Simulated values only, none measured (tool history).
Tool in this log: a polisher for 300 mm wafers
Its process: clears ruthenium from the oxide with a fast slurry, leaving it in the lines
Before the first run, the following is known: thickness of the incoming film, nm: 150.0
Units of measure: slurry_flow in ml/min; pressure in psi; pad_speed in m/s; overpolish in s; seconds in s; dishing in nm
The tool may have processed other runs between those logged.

run	day	slurry_flow	pressure	pad_speed	slurry_solids	overpolish	seconds	dishing
1	0	195	2	1.1	1	30	53.134	65.822
2	0.042	195	2.4	1.1	1	30	45.143	73.666
3	0.308	240	2.4	1.1	1	30	44.32	77.72
4	0.538	240	2.4	1.1	1.15	30	41.109	78.595
5	0.721	290	2.4	1.1	1.15	30	39.992	80.939
6	0.817	290	2.4	1.1	1.15	20	40.346	57.638
7	1.175	295	2.2	1.08	1.2	18	42.727	48.283

Run 8 has not been measured yet. What should we expect?
8	1.542	295	2	1.1	1.25	16	?	?

{"run 8": {"seconds": 43.2, "dishing": 43.485}}
